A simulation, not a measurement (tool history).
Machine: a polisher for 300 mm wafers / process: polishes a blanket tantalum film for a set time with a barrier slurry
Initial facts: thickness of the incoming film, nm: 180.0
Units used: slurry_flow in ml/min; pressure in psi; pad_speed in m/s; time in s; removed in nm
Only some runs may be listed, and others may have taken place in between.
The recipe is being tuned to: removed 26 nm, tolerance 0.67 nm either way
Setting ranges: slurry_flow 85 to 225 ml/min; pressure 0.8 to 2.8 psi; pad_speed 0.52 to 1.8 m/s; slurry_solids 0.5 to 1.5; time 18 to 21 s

run  hour  slurry_flow  pressure  pad_speed  slurry_solids  time  removed
  1     0          145       1.8       1.16              1    21   32.842
  2   7.4          140       1.7       1.16              1    21   31.391
  3  14.8          135       1.6       1.16              1    21   29.793
  4  18.6          135       1.5       1.16              1    21   28.437
  5  20.5          135       1.5       1.16            1.2    21   29.593
  6  21.9          130       1.4       1.16            1.2    21   28.038
  7  23.9          125       1.4       1.16            1.2    21   27.767
  8  28.2          120       1.4       1.16            1.2    21   27.196
  9  34.2          115       1.4       1.16            1.2    21   27.214
 10  42.3          105       1.3       1.16            1.2    21   25.057

Which of these 4 next moves meets every target?
  A  50.4          100       1.2       1.26            1.2    20        ?
  B  50.4           90       1.6       1.12           1.45    18        ?
  C  50.4          130       1.1       1.22           1.15    21        ?
  D  50.4          120       1.5       1.24            1.2    18        ?

move  removed
   A    24.25
   B   24.348
   C   24.528
   D   26.395
A: moves away from the targets compared with the last run
B: moves away from the targets compared with the last run
C: moves away from the targets compared with the last run
D: hits every target within its allowed miss
Correct choice: D, which meets every target
